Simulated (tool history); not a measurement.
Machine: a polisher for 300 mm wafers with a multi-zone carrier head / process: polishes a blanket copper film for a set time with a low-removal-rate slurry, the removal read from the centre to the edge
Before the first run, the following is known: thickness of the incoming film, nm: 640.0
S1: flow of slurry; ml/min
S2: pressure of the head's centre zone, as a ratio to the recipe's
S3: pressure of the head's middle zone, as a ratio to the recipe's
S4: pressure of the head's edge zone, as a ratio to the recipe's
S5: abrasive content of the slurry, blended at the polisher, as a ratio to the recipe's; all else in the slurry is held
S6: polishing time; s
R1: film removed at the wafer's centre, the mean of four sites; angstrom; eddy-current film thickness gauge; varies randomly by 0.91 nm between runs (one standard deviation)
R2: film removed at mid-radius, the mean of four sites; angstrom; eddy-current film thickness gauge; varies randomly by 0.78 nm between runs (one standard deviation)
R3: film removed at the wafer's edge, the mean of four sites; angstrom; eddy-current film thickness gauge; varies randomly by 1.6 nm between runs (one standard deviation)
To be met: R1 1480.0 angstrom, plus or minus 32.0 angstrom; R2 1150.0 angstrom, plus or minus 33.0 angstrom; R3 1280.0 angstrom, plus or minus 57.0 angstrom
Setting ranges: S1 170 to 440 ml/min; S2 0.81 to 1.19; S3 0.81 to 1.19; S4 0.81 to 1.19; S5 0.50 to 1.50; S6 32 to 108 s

run  hour   S1    S2    S3    S4    S5  S6      R1      R2      R3
  1   0.0  280  1.00  1.00  1.00  1.00  70  1109.1  1228.8  1288.8
  2   2.2  335  1.00  1.00  1.00  1.00  70  1119.4  1245.2  1264.6
  3   4.6  335  1.00  1.00  1.00  1.00  63  1008.4  1123.6  1130.5
  4  12.6  385  1.00  1.00  1.00  1.00  63  1019.9  1142.9  1146.4
  5  14.7  385  1.03  0.97  0.98  1.05  64  1069.0  1138.6  1170.6
  6  22.0  385  1.11  0.97  0.98  1.05  64  1166.2  1141.7  1170.2
  7  22.9  385  1.12  0.94  0.95  1.10  66  1223.7  1149.6  1185.8
  8  31.0  425  1.19  0.84  0.92  1.35  68  1418.2  1137.2  1295.1
     31.7  -- centre zone pressure recalibrated
  9  31.7  425  1.19  0.83  0.90  1.35  68  1581.1  1125.4  1250.3
 10  32.9  420  1.18  0.83  0.90  1.35  68  1543.8  1119.6  1234.0
 11  39.4  425  1.17  0.84  0.91  1.35  68  1552.7  1138.8  1270.3

5 candidate next runs follow, results not yet known. Just one meets every target within its allowed miss. Identify it.
  A  45.9  440  1.17  0.84  0.90  1.50  67   ?   ?   ?
  B  45.9  410  1.19  0.91  0.87  1.25  65   ?   ?   ?
  C  45.9  415  1.19  0.87  0.81  1.40  67   ?   ?   ?
  D  45.9  440  1.19  1.04  0.84  1.25  64   ?   ?   ?
  E  45.9  435  1.13  0.86  0.94  1.45  66   ?   ?   ?

move      R1      R2      R3
   A  1554.8  1145.6  1260.1
   B  1472.0  1139.0  1155.1
   C  1553.3  1158.3  1181.9
   D  1457.9  1260.4  1121.8
   E  1467.7  1141.9  1256.4
A: about the same distance from the targets as the last run
B: puts the biggest miss on target and leaves a different result outside tolerance
C: about the same distance from the targets as the last run
D: puts the biggest miss on target and leaves a different result outside tolerance
E: every result within its allowed miss
E meets every target.
